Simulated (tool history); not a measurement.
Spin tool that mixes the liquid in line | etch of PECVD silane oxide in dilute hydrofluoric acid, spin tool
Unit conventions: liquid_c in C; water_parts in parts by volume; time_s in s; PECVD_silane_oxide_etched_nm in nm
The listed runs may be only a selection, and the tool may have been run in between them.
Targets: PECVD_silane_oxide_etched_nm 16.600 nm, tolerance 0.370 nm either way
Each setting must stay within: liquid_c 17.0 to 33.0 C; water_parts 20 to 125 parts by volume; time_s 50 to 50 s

| run | day | liquid_c | water_parts | time_s | PECVD_silane_oxide_etched_nm |
|---|---|---|---|---|---|
| 1 | 0.000 | 25.0 | 70 | 50 | 30.425 |
| 2 | 0.083 | 22.5 | 70 | 50 | 27.862 |
| 3 | 0.325 | 21.5 | 75 | 50 | 24.963 |
| 4 | 0.392 | 21.0 | 75 | 50 | 24.075 |
| 5 | 0.675 | 21.0 | 75 | 50 | 23.980 |
| 6 | 0.958 | 20.5 | 75 | 50 | 23.482 |
| 7 | 1.158 | 20.0 | 75 | 50 | 23.118 |
| 8 | 1.367 | 19.5 | 75 | 50 | 22.565 |

Exactly one of the 4 candidate moves below puts every result within its allowed miss. Which one?
| A | 1.575 | 19.5 | 95 | 50 | ? |
| B | 1.575 | 17.0 | 90 | 50 | ? |
| C | 1.575 | 22.0 | 95 | 50 | ? |
| D | 1.575 | 18.5 | 90 | 50 | ? |

| move | PECVD_silane_oxide_etched_nm |
|---|---|
| A | 17.401 |
| B | 16.631 |
| C | 19.277 |
| D | 17.717 |
A: an improvement on the last run, though not all results are within tolerance
B: all results in spec
C: an improvement on the last run, though not all results are within tolerance
D: an improvement on the last run, though not all results are within tolerance
The right move is B.

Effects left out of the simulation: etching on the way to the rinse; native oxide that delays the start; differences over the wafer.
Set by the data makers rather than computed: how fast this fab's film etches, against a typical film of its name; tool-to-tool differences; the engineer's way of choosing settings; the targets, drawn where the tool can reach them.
